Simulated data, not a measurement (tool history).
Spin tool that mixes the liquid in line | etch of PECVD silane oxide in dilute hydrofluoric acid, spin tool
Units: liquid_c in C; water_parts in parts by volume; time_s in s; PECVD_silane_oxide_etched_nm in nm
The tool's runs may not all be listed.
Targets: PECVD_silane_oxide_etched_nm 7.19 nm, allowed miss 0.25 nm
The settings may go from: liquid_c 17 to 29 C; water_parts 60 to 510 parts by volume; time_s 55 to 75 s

run	hour	liquid_c	water_parts	time_s	PECVD_silane_oxide_etched_nm
1	0	21	285	75	8.282
2	5.2	21	360	75	6.1903
3	6.4	21.5	360	75	6.2687
4	13.6	21.5	300	75	8.0043
5	22.4	21	300	75	7.78
6	25.7	21	300	55	5.8974
7	26.3	21.5	300	55	5.8079
8	32.2	21.5	290	55	6.0957

Which of these 5 next moves meets every target?
A	38.1	18	315	55	?
B	38.1	22	355	60	?
C	38.1	21	305	70	?
D	38.1	22.5	340	70	?
E	38.1	21	350	65	?

move	PECVD_silane_oxide_etched_nm
A	4.8624
B	5.2471
C	7.1947
D	6.5916
E	5.5928
A: further off than the last run
B: further off than the last run
C: meets every target
D: nearer than the last run, and not there yet
E: further off than the last run
Answer: C
